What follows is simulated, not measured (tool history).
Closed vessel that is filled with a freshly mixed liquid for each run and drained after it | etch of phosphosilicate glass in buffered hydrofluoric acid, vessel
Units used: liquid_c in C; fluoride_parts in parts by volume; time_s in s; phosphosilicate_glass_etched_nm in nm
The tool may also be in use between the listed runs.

| run | hour | liquid_c | fluoride_parts | time_s | phosphosilicate_glass_etched_nm |
|---|---|---|---|---|---|
| 1 | 0.0 | 23.0 | 20.0 | 100 | 163.37 |
| 2 | 1.6 | 23.0 | 16.5 | 100 | 199.15 |
| 3 | 5.8 | 25.0 | 15.0 | 100 | 242.82 |
| 4 | 11.3 | 26.5 | 14.0 | 100 | 286.64 |
| 5 | 14.2 | 26.5 | 18.5 | 100 | 218.53 |
| 6 | 20.4 | 27.5 | 16.5 | 100 | 254.59 |
| 7 | 26.5 | 28.5 | 15.0 | 100 | 292.95 |
| 8 | 27.2 | 29.0 | 14.0 | 100 | 321.51 |
| 9 | 33.8 | 29.5 | 13.5 | 100 | 346.70 |
| 10 | 35.8 | 30.0 | 13.0 | 100 | 366.89 |
| 11 | 42.6 | 31.0 | 11.5 | 100 | 428.98 |

The next listed run, before its measurement:
| 12 | 49.4 | 30.5 | 11.5 | 100 | ? |

Run 12 gave phosphosilicate_glass_etched_nm 425.71 nm.
